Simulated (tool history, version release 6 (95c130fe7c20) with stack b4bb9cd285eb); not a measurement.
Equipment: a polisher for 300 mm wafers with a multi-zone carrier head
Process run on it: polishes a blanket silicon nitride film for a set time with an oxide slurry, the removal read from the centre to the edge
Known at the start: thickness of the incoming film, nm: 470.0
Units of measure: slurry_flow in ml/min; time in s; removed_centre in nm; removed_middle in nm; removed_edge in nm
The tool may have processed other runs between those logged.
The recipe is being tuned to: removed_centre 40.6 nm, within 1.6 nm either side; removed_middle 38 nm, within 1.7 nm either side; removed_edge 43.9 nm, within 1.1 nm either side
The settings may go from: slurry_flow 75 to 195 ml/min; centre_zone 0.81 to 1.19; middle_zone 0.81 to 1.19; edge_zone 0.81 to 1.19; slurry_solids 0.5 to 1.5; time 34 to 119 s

run	hour	slurry_flow	centre_zone	middle_zone	edge_zone	slurry_solids	time	removed_centre	removed_middle	removed_edge
1	0	125	1	1	1	1	76	45.585	44.741	44.659
2	5.9	115	0.99	0.97	1.01	1	76	43.389	42.32	44.861
3	11.6	115	0.99	0.97	1.01	1	65	37.556	37.338	37.81
4	14.9	125	0.99	0.95	1.05	1	65	37.831	36.503	39.399
5	18.4	125	0.99	0.95	1.05	1.15	65	40.075	38.736	42.269
6	22.5	125	1.05	0.95	1.05	1.15	65	43.025	38.393	42.019
7	28	125	1.04	0.95	1.06	1.15	65	43.004	39.475	42.737
8	36.5	125	1.03	0.94	1.07	1.15	65	42.236	39.085	42.927
9	40.3	125	1.03	0.94	1.07	1.15	65	42.269	39.993	41.869

Consider the 4 candidate settings below. Which is the only one whose results all fall within their allowed miss of target?
A	44.1	120	0.93	0.82	0.98	1.25	68	?	?	?
B	44.1	130	0.9	0.95	1.05	1.05	69	?	?	?
C	44.1	140	1.01	1.05	1.19	1.05	65	?	?	?
D	44.1	195	1.01	0.95	1.03	1.45	59	?	?	?

move	removed_centre	removed_middle	removed_edge
A	40.477	37.985	44.271
B	37.612	40.666	43.53
C	40.513	42.021	44.124
D	44.762	42.663	44.376
A: hits every target within its allowed miss
B: corrects the largest miss of the last run, while another result sits out of spec
C: corrects the largest miss of the last run, while another result sits out of spec
D: corrects the largest miss of the last run, while another result sits out of spec
Correct choice: A, which meets every target
